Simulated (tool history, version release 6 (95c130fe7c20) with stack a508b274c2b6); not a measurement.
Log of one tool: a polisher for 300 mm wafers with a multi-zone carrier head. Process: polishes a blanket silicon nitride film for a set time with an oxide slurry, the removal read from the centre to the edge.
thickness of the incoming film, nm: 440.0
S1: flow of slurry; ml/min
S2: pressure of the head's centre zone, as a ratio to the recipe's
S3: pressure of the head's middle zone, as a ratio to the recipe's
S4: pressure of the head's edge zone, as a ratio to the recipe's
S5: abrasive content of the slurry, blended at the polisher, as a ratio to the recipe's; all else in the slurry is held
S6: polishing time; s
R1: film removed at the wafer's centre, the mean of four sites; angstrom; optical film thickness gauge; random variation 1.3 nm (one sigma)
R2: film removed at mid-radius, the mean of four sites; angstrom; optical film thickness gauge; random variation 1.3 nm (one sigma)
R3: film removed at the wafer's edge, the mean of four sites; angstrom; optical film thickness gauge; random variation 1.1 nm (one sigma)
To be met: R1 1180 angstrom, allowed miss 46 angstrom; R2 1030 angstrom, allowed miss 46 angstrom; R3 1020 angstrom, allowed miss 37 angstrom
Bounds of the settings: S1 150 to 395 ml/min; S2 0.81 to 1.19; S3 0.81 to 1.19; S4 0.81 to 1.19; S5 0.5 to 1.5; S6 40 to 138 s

run	hour	S1	S2	S3	S4	S5	S6	R1	R2	R3
1	0	250	1	1	1	1	88	680.63	667.8	669.12
2	6	185	1	1	1	1	88	638.01	634.78	651.44
3	10	150	1	1	1	1	88	608.82	604.07	635.05
4	16.7	180	1.03	1.01	1.02	1.1	90	706.59	690.05	703.36
5	25.2	200	1.06	1.01	1.05	1.2	91	786.63	729.26	758.79
# hour 27.1: worn pad replaced by a new one
6	27.1	200	1.12	1.01	1.05	1.2	91	863.6	786.17	823.88
7	32.3	220	1.13	1.02	1.06	1.25	91	922.19	820.95	834.61
8	36.2	220	1.14	1.03	1.08	1.3	92	946.37	848.62	879.17
9	43.3	235	1.15	1.04	1.09	1.35	92	1003.8	892.94	891.29
10	44.3	235	1.16	1.04	1.1	1.4	93	1008.8	905.77	921.59

Which of these 5 next moves meets every target?
A	45.3	180	1.1	1.06	1.11	1.15	91	?	?	?
B	45.3	190	0.85	1.19	1.1	1.5	100	?	?	?
C	45.3	255	1.19	1.06	1.09	1.4	102	?	?	?
D	45.3	160	1.04	1.05	1.19	1.5	106	?	?	?
E	45.3	220	0.95	1.13	1.11	1.45	97	?	?	?

move	R1	R2	R3
A	823.34	784.65	812.1
B	789.73	1077.1	998.99
C	1154.7	1010	1021.9
D	986.59	990.07	1077.9
E	868.29	1009.5	978.71
A: further off than the last run
B: further off than the last run
C: meets every target
D: further off than the last run
E: further off than the last run
Move C is the one to make.

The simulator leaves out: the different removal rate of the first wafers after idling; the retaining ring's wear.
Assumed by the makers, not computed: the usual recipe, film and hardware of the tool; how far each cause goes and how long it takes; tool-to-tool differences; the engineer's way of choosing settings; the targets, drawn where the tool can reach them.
